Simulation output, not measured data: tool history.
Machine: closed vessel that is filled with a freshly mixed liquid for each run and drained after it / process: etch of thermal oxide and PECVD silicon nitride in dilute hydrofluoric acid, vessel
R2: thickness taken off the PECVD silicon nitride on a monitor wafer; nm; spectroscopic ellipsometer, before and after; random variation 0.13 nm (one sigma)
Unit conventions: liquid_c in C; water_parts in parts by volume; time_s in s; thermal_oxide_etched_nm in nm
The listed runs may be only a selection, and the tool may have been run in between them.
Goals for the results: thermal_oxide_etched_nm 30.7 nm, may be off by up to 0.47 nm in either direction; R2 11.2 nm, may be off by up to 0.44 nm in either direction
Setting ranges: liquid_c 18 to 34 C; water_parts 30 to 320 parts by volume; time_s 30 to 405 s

run 1 day=0 | liquid_c=26 water_parts=175 time_s=205 | thermal_oxide_etched_nm=5.8843 R2=2.1487
run 2 day=0.229 | liquid_c=26 water_parts=145 time_s=205 | thermal_oxide_etched_nm=7.4599 R2=2.5883
run 3 day=0.588 | liquid_c=24.5 water_parts=145 time_s=205 | thermal_oxide_etched_nm=7.0407 R2=2.3418
run 4 day=0.821 | liquid_c=22.5 water_parts=145 time_s=205 | thermal_oxide_etched_nm=6.5062 R2=2.093
run 5 day=1.058 | liquid_c=22.5 water_parts=145 time_s=290 | thermal_oxide_etched_nm=9.1991 R2=2.9328
run 6 day=1.233 | liquid_c=26 water_parts=115 time_s=290 | thermal_oxide_etched_nm=13.747 R2=4.4869
run 7 day=1.596 | liquid_c=28.5 water_parts=100 time_s=290 | thermal_oxide_etched_nm=17.774 R2=6.1487
run 8 day=1.912 | liquid_c=30 water_parts=90 time_s=290 | thermal_oxide_etched_nm=21.161 R2=7.6395
run 9 day=2.246 | liquid_c=30.5 water_parts=80 time_s=290 | thermal_oxide_etched_nm=24.557 R2=8.9467
run 10 day=2.346 | liquid_c=31 water_parts=75 time_s=290 | thermal_oxide_etched_nm=26.934 R2=9.5197
run 11 day=2.421 | liquid_c=31.5 water_parts=75 time_s=290 | thermal_oxide_etched_nm=27.389 R2=10.145
run 12 day=2.638 | liquid_c=31.5 water_parts=70 time_s=290 | thermal_oxide_etched_nm=29.808 R2=11.058
run 13 day=2.883 | liquid_c=31.5 water_parts=65 time_s=290 | thermal_oxide_etched_nm=32.091 R2=11.888
run 14 day=3 | liquid_c=31 water_parts=65 time_s=290 | thermal_oxide_etched_nm=31.548 R2=11.287

Next run, 4 choices. One meets every target within its allowed miss, the rest don't. Which?
run A day=3.117 | liquid_c=32 water_parts=65 time_s=270 | thermal_oxide_etched_nm=? R2=?
run B day=3.117 | liquid_c=27 water_parts=55 time_s=285 | thermal_oxide_etched_nm=? R2=?
run C day=3.117 | liquid_c=33 water_parts=70 time_s=295 | thermal_oxide_etched_nm=? R2=?
run D day=3.117 | liquid_c=27 water_parts=60 time_s=315 | thermal_oxide_etched_nm=? R2=?

move=A thermal_oxide_etched_nm=30.535 R2=11.154
move=B thermal_oxide_etched_nm=31.81 R2=10.073
move=C thermal_oxide_etched_nm=31.919 R2=12.045
move=D thermal_oxide_etched_nm=32.002 R2=10.218
A: in spec on every target
B: the biggest miss grows against the last run
C: the biggest miss grows against the last run
D: the biggest miss grows against the last run
A meets every target.
